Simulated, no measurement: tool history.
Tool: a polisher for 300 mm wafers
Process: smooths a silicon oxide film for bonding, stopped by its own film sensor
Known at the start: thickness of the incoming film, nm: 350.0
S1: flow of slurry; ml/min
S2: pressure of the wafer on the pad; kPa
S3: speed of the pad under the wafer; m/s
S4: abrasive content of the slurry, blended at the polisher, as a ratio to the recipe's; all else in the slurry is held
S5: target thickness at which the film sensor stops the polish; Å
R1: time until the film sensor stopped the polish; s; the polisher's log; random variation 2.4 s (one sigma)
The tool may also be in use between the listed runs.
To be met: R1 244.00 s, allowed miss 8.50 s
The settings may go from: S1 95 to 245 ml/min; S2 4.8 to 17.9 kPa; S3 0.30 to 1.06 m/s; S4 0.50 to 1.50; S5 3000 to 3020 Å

run 1 hour=0.0 | S1=155 S2=11.0 S3=0.68 S4=1.00 S5=3020 | R1=124.16
run 2 hour=5.2 | S1=130 S2=11.0 S3=0.68 S4=1.00 S5=3020 | R1=124.25
run 3 hour=7.6 | S1=130 S2=11.0 S3=0.68 S4=1.00 S5=3020 | R1=125.22
run 4 hour=8.3 | S1=130 S2=11.0 S3=0.68 S4=1.20 S5=3020 | R1=121.09
run 5 hour=13.2 | S1=160 S2=11.0 S3=0.68 S4=1.20 S5=3020 | R1=115.53
run 6 hour=16.9 | S1=160 S2=11.0 S3=0.52 S4=1.20 S5=3020 | R1=142.67
run 7 hour=20.7 | S1=160 S2=9.7 S3=0.52 S4=1.20 S5=3020 | R1=162.32
run 8 hour=28.9 | S1=160 S2=8.3 S3=0.52 S4=1.20 S5=3020 | R1=193.49
run 9 hour=36.1 | S1=160 S2=7.6 S3=0.52 S4=1.20 S5=3020 | R1=203.95
run 10 hour=39.7 | S1=160 S2=6.9 S3=0.52 S4=1.20 S5=3020 | R1=227.37
run 11 hour=45.1 | S1=155 S2=6.9 S3=0.52 S4=1.20 S5=3020 | R1=228.97
run 12 hour=48.1 | S1=150 S2=6.9 S3=0.52 S4=1.20 S5=3020 | R1=226.11
run 13 hour=53.8 | S1=150 S2=6.9 S3=0.52 S4=1.20 S5=3020 | R1=225.09

Which of these 4 next moves meets every target?
run A hour=59.5 | S1=165 S2=8.3 S3=0.40 S4=1.10 S5=3010 | R1=?
run B hour=59.5 | S1=170 S2=11.0 S3=0.30 S4=1.25 S5=3010 | R1=?
run C hour=59.5 | S1=140 S2=6.9 S3=0.52 S4=1.40 S5=3000 | R1=?
run D hour=59.5 | S1=145 S2=8.3 S3=0.50 S4=1.25 S5=3020 | R1=?

move=A R1=244.78
move=B R1=223.91
move=C R1=229.52
move=D R1=196.44
A: meets every target
B: further off than the last run
C: nearer than the last run, and not there yet
D: further off than the last run
Move A is the one to make.
